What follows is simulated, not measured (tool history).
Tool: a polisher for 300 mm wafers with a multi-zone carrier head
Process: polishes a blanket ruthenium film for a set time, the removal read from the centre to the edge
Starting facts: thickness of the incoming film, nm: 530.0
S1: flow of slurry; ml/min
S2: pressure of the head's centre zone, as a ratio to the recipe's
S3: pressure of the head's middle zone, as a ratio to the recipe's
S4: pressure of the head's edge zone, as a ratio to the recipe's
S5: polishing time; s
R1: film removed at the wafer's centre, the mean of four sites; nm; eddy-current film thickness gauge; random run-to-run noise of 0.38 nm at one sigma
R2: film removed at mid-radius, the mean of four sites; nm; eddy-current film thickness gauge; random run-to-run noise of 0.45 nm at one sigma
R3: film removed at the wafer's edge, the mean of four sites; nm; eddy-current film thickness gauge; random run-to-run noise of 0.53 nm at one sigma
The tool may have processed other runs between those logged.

{"run": 1, "hour": 0.0, "S1": 150, "S2": 1.0, "S3": 1.0, "S4": 1.0, "S5": 51, "R1": 68.773, "R2": 70.02, "R3": 74.144}
{"run": 2, "hour": 5.4, "S1": 145, "S2": 0.98, "S3": 1.03, "S4": 0.96, "S5": 45, "R1": 58.727, "R2": 62.824, "R3": 65.971}
{"run": 3, "hour": 13.5, "S1": 135, "S2": 0.99, "S3": 1.07, "S4": 0.93, "S5": 40, "R1": 52.073, "R2": 58.207, "R3": 55.269}
{"run": 4, "hour": 20.1, "S1": 125, "S2": 0.99, "S3": 1.07, "S4": 0.93, "S5": 40, "R1": 51.35, "R2": 56.74, "R3": 55.444}
{"run": 5, "hour": 20.7, "S1": 95, "S2": 0.99, "S3": 1.07, "S4": 0.93, "S5": 40, "R1": 46.639, "R2": 51.899, "R3": 52.147}
{"run": 6, "hour": 23.6, "S1": 100, "S2": 0.98, "S3": 1.09, "S4": 0.91, "S5": 37, "R1": 43.028, "R2": 50.038, "R3": 48.607}
{"run": 7, "hour": 26.9, "S1": 100, "S2": 0.98, "S3": 1.11, "S4": 0.89, "S5": 35, "R1": 40.973, "R2": 48.099, "R3": 45.447}
{"run": 8, "hour": 30.9, "S1": 110, "S2": 0.96, "S3": 1.19, "S4": 0.81, "S5": 27, "R1": 31.972, "R2": 40.292, "R3": 33.831}
{"run": 9, "hour": 38.1, "S1": 120, "S2": 0.96, "S3": 1.19, "S4": 0.82, "S5": 27, "R1": 32.843, "R2": 41.031, "R3": 34.634}

Predict the results of run 10:
{"run": 10, "hour": 40.7, "S1": 125, "S2": 0.96, "S3": 1.19, "S4": 0.83, "S5": 27, "R1": "?", "R2": "?", "R3": "?"}

Run 10 yielded R1 33.412 nm, R2 41.272 nm, R3 35.715 nm.
